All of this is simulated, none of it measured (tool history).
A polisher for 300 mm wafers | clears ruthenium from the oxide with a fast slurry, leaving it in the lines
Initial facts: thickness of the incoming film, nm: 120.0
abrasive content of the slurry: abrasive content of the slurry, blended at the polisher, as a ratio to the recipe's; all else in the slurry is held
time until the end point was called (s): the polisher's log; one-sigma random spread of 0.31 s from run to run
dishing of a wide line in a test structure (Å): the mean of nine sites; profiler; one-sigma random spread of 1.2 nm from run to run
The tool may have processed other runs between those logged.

run,hour,flow of slurry (ml/min),pressure of the wafer on the pad (psi),speed of the pad under the wafer (m/s),abrasive content of the slurry,overpolish time after the end point (s),time until the end point was called (s),dishing of a wide line in a test structure (Å)
1,0,220,2.1,1.08,1,15,44.849,424.75
2,6.1,220,2.1,0.88,1,15,55.433,358.2
3,11.7,245,2.1,0.88,1,15,54.9,369.89
4,19.9,245,2.1,0.88,0.9,15,57.472,329.5
5,28.6,245,2.1,0.88,0.9,19,57.033,425.85
6,30.5,220,2.1,0.88,0.9,19,58.955,428.32
7,32.4,225,2.2,0.9,0.9,18,56.023,413.69
8,33.3,230,2.3,0.94,0.9,17,49.479,437.65

What does the tool deliver on the next run?
9,39.6,265,2.9,0.96,0.9,10,?,?

time until the end point was called (s): 39.407
dishing of a wide line in a test structure (Å): 335.38
